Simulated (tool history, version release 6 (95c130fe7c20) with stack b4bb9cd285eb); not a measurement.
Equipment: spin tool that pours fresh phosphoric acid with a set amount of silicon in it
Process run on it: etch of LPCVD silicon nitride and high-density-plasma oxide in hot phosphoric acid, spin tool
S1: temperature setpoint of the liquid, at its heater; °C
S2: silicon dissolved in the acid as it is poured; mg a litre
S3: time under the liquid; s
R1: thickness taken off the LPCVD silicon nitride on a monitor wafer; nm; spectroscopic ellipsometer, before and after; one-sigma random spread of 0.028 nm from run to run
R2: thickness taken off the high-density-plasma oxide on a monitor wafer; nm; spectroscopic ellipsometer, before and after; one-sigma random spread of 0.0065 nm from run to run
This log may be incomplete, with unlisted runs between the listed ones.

Run 1, hour 0.0: S1 163.0 °C, S2 11.0 mg a litre, S3 180 s. Result: R1 16.7040 nm, R2 1.196500 nm.
Run 2, hour 4.5: S1 162.0 °C, S2 11.0 mg a litre, S3 150 s. Result: R1 13.2960 nm, R2 0.945010 nm.
Run 3, hour 6.1: S1 161.0 °C, S2 11.0 mg a litre, S3 150 s. Result: R1 13.0570 nm, R2 0.863970 nm.
Run 4, hour 10.8: S1 160.5 °C, S2 11.0 mg a litre, S3 125 s. Result: R1 10.7690 nm, R2 0.701240 nm.
Run 5, hour 13.4: S1 160.5 °C, S2 14.0 mg a litre, S3 125 s. Result: R1 10.6500 nm, R2 0.634930 nm.
Run 6, hour 16.2: S1 160.5 °C, S2 14.0 mg a litre, S3 90 s. Result: R1 7.6909 nm, R2 0.462940 nm.
Run 7, hour 23.4: S1 161.5 °C, S2 15.5 mg a litre, S3 85 s. Result: R1 7.5026 nm, R2 0.433150 nm.
Run 8, hour 25.3: S1 160.0 °C, S2 13.0 mg a litre, S3 20 s. Result: R1 1.6769 nm, R2 0.098625 nm.
Run 9, hour 34.1: S1 161.5 °C, S2 14.5 mg a litre, S3 20 s. Result: R1 1.7571 nm, R2 0.106830 nm.
Run 10, hour 38.5: S1 164.0 °C, S2 21.5 mg a litre, S3 110 s. Result: R1 10.5400 nm, R2 0.593980 nm.

Predict the results of run 11:
Run 11, hour 44.3: S1 163.0 °C, S2 19.0 mg a litre, S3 105 s. Result: R1 ?, R2 ?.

R1: 9.7807 nm
R2: 0.568950 nm
